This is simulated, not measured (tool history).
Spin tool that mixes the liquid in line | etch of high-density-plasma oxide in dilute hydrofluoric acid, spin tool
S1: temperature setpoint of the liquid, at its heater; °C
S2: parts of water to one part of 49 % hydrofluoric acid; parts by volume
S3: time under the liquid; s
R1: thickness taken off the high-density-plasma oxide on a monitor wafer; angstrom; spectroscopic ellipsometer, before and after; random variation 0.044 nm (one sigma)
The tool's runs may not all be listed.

| run | hour | S1 | S2 | S3 | R1 |
|---|---|---|---|---|---|
| 1 | 0.0 | 26.0 | 100 | 155 | 84.740 |
| 2 | 7.3 | 24.5 | 100 | 155 | 79.925 |
| 3 | 12.4 | 24.5 | 100 | 170 | 88.108 |
| 4 | 18.4 | 24.5 | 115 | 170 | 75.637 |
| 5 | 27.1 | 27.5 | 115 | 170 | 84.220 |
| 6 | 28.6 | 31.0 | 115 | 170 | 94.801 |
| 7 | 33.4 | 27.0 | 130 | 170 | 72.668 |
| 8 | 34.9 | 25.5 | 130 | 170 | 67.425 |
| 9 | 38.8 | 24.5 | 130 | 170 | 65.743 |
| 10 | 39.5 | 23.5 | 130 | 170 | 63.181 |

Run 11 comes next. What will it give?
| 11 | 48.2 | 23.0 | 130 | 170 | ? |

Run 11 gave R1 61.929 angstrom.
